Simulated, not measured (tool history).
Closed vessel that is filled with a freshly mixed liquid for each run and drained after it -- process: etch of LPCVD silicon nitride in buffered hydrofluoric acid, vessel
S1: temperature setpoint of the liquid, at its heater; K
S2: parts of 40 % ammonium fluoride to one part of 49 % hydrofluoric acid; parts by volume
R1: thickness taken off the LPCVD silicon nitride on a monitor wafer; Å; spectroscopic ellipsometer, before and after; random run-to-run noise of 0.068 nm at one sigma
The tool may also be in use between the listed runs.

{"run": 1, "hour": 0.0, "S1": 295.15, "S2": 21.5, "time in the liquid (s)": 2645, "R1": 155.75}
{"run": 2, "hour": 6.4, "S1": 295.15, "S2": 27.0, "time in the liquid (s)": 2645, "R1": 132.28}
{"run": 3, "hour": 11.1, "S1": 293.65, "S2": 27.0, "time in the liquid (s)": 2645, "R1": 120.95}
{"run": 4, "hour": 18.5, "S1": 291.15, "S2": 27.0, "time in the liquid (s)": 2645, "R1": 106.19}
{"run": 5, "hour": 22.3, "S1": 292.15, "S2": 27.0, "time in the liquid (s)": 2645, "R1": 112.5}
{"run": 6, "hour": 27.5, "S1": 292.15, "S2": 27.0, "time in the liquid (s)": 2855, "R1": 121.17}
{"run": 7, "hour": 36.4, "S1": 292.65, "S2": 27.0, "time in the liquid (s)": 2855, "R1": 124.61}
{"run": 8, "hour": 41.5, "S1": 293.15, "S2": 27.0, "time in the liquid (s)": 2855, "R1": 126.76}

Run 9 has not been measured yet. What should we expect?
{"run": 9, "hour": 51.2, "S1": 293.65, "S2": 27.0, "time in the liquid (s)": 2855, "R1": "?"}

{"run 9": {"R1": 131.04}}
